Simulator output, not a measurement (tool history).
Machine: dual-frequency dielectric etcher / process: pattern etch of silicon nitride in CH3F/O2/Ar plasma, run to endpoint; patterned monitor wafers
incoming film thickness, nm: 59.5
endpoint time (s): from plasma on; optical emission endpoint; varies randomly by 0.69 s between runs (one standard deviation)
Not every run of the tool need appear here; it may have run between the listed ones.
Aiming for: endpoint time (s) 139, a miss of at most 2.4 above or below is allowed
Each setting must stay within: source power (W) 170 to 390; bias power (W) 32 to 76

| run | hour | source power (W) | bias power (W) | endpoint time (s) |
|---|---|---|---|---|
| 1 | 0 | 280 | 54 | 124.56 |
| 2 | 8 | 260 | 53 | 130.65 |
| 3 | 15.9 | 250 | 53 | 133.09 |
| 4 | 18.7 | 280 | 53 | 126.98 |
| 5 | 26.8 | 270 | 53 | 126.76 |
| 6 | 33.7 | 260 | 53 | 130.73 |
| 7 | 38.1 | 220 | 52 | 142 |
| 8 | 41 | 220 | 52 | 143.03 |

Pick the move, out of 4, that brings all results within their allowed miss; only one does.
| A | 43.9 | 240 | 56 | ? |
| B | 43.9 | 240 | 42 | ? |
| C | 43.9 | 210 | 60 | ? |
| D | 43.9 | 220 | 51 | ? |

| move | endpoint time (s) |
|---|---|
| A | 133.49 |
| B | 148.47 |
| C | 139.65 |
| D | 144.86 |
A: pushes the last run's worst result past its target
B: lands further from the targets than the last run did
C: every result lands within tolerance
D: lands further from the targets than the last run did
The move that meets every target is C.

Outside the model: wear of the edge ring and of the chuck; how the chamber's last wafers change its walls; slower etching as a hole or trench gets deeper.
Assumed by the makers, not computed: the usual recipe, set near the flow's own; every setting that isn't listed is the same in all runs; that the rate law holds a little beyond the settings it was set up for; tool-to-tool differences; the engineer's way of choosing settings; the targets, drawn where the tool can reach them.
